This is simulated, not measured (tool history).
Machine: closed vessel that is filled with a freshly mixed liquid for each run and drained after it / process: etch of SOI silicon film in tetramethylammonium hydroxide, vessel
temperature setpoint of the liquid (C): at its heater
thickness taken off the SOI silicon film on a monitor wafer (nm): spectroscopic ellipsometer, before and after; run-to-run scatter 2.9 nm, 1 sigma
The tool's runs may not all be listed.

run,day,temperature setpoint of the liquid (C),concentration of hydroxide in the mixed liquid (% by weight),time in the liquid (s),thickness taken off the SOI silicon film on a monitor wafer (nm)
1,0.000,71.0,16.0,105,688.29
2,0.308,71.0,18.0,105,666.58
3,0.367,71.0,21.5,105,606.43
4,0.579,71.0,21.5,105,606.17
5,0.929,70.0,21.5,105,574.36
6,1.171,69.0,21.5,105,538.58

Expected results for the next run?
7,1.458,68.5,21.5,105,?

For run 7 the tool returned thickness taken off the SOI silicon film on a monitor wafer (nm) 523.34.
